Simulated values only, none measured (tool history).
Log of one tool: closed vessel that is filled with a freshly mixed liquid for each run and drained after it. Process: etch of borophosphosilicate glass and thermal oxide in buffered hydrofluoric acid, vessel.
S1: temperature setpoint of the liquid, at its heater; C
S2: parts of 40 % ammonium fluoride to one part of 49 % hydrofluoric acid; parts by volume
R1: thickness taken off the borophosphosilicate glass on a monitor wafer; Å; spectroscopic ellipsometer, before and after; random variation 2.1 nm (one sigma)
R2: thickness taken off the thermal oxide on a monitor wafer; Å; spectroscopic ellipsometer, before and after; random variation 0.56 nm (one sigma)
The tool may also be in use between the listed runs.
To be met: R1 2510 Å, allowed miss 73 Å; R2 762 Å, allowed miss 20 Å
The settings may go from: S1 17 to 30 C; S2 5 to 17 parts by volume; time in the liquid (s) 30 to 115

run 1 day=0 | S1=22 S2=10.5 time_in_the_liquid_(s)=60 | R1=1697 R2=502.77
run 2 day=0.267 | S1=22 S2=10.5 time_in_the_liquid_(s)=40 | R1=1098.9 R2=337.95
run 3 day=0.371 | S1=24 S2=9.5 time_in_the_liquid_(s)=40 | R1=1346.1 R2=409.05
run 4 day=0.471 | S1=22 S2=9.5 time_in_the_liquid_(s)=40 | R1=1197.4 R2=366.16
run 5 day=0.829 | S1=24 S2=8.5 time_in_the_liquid_(s)=40 | R1=1478.9 R2=445.04
run 6 day=0.912 | S1=24 S2=7 time_in_the_liquid_(s)=40 | R1=1828.5 R2=547.27
run 7 day=1.092 | S1=25.5 S2=7 time_in_the_liquid_(s)=40 | R1=1979.5 R2=599.89
run 8 day=1.317 | S1=26.5 S2=7 time_in_the_liquid_(s)=40 | R1=2054.6 R2=633.06
run 9 day=1.375 | S1=27 S2=7 time_in_the_liquid_(s)=40 | R1=2123.5 R2=647.4
run 10 day=1.646 | S1=27.5 S2=7 time_in_the_liquid_(s)=40 | R1=2225.1 R2=660.81
run 11 day=1.896 | S1=28 S2=7 time_in_the_liquid_(s)=40 | R1=2238.4 R2=682.75
run 12 day=2.008 | S1=28.5 S2=7 time_in_the_liquid_(s)=40 | R1=2294.7 R2=703.24

Which of these 4 next moves meets every target?
run A day=2.121 | S1=25.5 S2=5 time_in_the_liquid_(s)=35 | R1=? R2=?
run B day=2.121 | S1=30 S2=7 time_in_the_liquid_(s)=40 | R1=? R2=?
run C day=2.121 | S1=20 S2=6 time_in_the_liquid_(s)=50 | R1=? R2=?
run D day=2.121 | S1=26.5 S2=7 time_in_the_liquid_(s)=45 | R1=? R2=?

move=A R1=2317.4 R2=694.81
move=B R1=2497.2 R2=756.41
move=C R1=2098.3 R2=629.18
move=D R1=2339.1 R2=707.01
A: further off than the last run
B: meets every target
C: further off than the last run
D: nearer than the last run, and not there yet
Move B is the one to make.

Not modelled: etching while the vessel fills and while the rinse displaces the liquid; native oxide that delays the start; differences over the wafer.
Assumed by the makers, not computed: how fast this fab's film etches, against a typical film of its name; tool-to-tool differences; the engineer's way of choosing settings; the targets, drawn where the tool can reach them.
